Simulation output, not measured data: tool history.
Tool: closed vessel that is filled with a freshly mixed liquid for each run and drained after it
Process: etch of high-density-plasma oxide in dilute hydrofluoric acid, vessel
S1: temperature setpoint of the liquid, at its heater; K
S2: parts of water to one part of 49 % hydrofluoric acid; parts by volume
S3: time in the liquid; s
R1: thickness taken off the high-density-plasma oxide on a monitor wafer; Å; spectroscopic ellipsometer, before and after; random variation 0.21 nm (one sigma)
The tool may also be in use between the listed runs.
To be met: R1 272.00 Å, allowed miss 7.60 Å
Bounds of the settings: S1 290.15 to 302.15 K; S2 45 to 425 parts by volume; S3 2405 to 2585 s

run,hour,S1,S2,S3,R1
1,0.0,294.15,235,2405,528.24
2,3.4,294.15,190,2405,686.36
3,12.8,293.65,205,2405,607.85
4,17.9,293.65,205,2405,610.33
5,23.8,293.65,205,2405,609.19
6,31.6,293.15,220,2405,550.44
7,33.5,292.65,230,2405,516.23
8,42.9,290.15,325,2405,301.30
9,47.2,290.15,335,2405,292.30

Pick the move, out of 5, that brings all results within their allowed miss; only one does.
A,51.5,290.15,345,2460,?
B,51.5,294.15,395,2585,?
C,51.5,290.15,375,2475,?
D,51.5,290.65,380,2405,?
E,51.5,292.65,405,2585,?

move,R1
A,289.46
B,294.01
C,261.59
D,254.44
E,270.01
A: nearer than the last run, and not there yet
B: moves away from the targets compared with the last run
C: takes the result that was furthest off past its target
D: takes the result that was furthest off past its target
E: in spec on every target
The right move is E.
